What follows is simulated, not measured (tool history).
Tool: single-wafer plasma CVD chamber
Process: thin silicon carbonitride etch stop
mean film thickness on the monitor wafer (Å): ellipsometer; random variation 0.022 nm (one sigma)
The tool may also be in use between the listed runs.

run  hour  RF power (kW)  deposition time (s)  mean film thickness on the monitor wafer (Å)
  1   0.0          0.180                 8.55                                        43.751
  2   8.3          0.170                 8.34                                        42.191
  3  11.3          0.150                 8.34                                        40.990
  4  14.3          0.135                 8.34                                        39.480
  5  17.9          0.135                 9.43                                        44.821
  6  24.2          0.155                 9.43                                        46.260

Run 7 comes next. What will it give?
  7  25.1          0.150                 9.03                                             ?

Run 7 gave mean film thickness on the monitor wafer (Å) 44.340.

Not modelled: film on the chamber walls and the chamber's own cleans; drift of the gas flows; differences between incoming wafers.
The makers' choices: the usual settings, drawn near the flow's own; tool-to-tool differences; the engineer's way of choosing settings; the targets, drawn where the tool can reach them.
